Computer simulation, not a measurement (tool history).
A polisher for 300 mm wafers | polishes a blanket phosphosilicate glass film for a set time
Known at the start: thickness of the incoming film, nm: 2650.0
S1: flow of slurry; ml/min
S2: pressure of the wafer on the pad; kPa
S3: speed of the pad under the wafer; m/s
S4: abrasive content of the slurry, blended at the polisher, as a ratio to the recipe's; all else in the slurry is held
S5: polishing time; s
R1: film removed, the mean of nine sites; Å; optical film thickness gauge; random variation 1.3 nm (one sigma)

{"run": 1, "day": 0.0, "S1": 220, "S2": 20.7, "S3": 0.94, "S4": 1, "S5": 32, "R1": 2973.6}
{"run": 2, "day": 0.283, "S1": 220, "S2": 20.7, "S3": 0.82, "S4": 1, "S5": 32, "R1": 2655.8}
{"run": 3, "day": 0.404, "S1": 220, "S2": 20.7, "S3": 0.82, "S4": 1, "S5": 29, "R1": 2457.1}
{"run": 4, "day": 0.704, "S1": 220, "S2": 20.7, "S3": 0.82, "S4": 1, "S5": 32, "R1": 2617.2}
{"run": 5, "day": 0.988, "S1": 220, "S2": 20.7, "S3": 0.82, "S4": 1.1, "S5": 32, "R1": 2794.9}
{"run": 6, "day": 1.062, "S1": 220, "S2": 20.7, "S3": 0.82, "S4": 1.1, "S5": 29, "R1": 2514.8}
{"run": 7, "day": 1.346, "S1": 215, "S2": 17.9, "S3": 0.82, "S4": 1.1, "S5": 29, "R1": 2177.6}
{"run": 8, "day": 1.558, "S1": 210, "S2": 16.5, "S3": 0.82, "S4": 1.1, "S5": 29, "R1": 2019.1}
{"run": 9, "day": 1.904, "S1": 205, "S2": 15.9, "S3": 0.82, "S4": 1.1, "S5": 29, "R1": 1931.8}
{"run": 10, "day": 2.117, "S1": 195, "S2": 15.2, "S3": 0.82, "S4": 1.1, "S5": 29, "R1": 1843.7}
{"run": 11, "day": 2.183, "S1": 185, "S2": 15.2, "S3": 0.82, "S4": 1.1, "S5": 29, "R1": 1829.9}
{"run": 12, "day": 2.421, "S1": 180, "S2": 15.2, "S3": 0.82, "S4": 1.1, "S5": 29, "R1": 1829.1}
{"run": 13, "day": 2.662, "S1": 175, "S2": 15.2, "S3": 0.82, "S4": 1.1, "S5": 29, "R1": 1819.7}
{"run": 14, "day": 3.012, "S1": 170, "S2": 15.2, "S3": 0.82, "S4": 1.1, "S5": 29, "R1": 1819}

Forecast run 15:
{"run": 15, "day": 3.283, "S1": 165, "S2": 15.2, "S3": 0.82, "S4": 1.1, "S5": 29, "R1": "?"}

{"run 15": {"R1": 1818.4}}
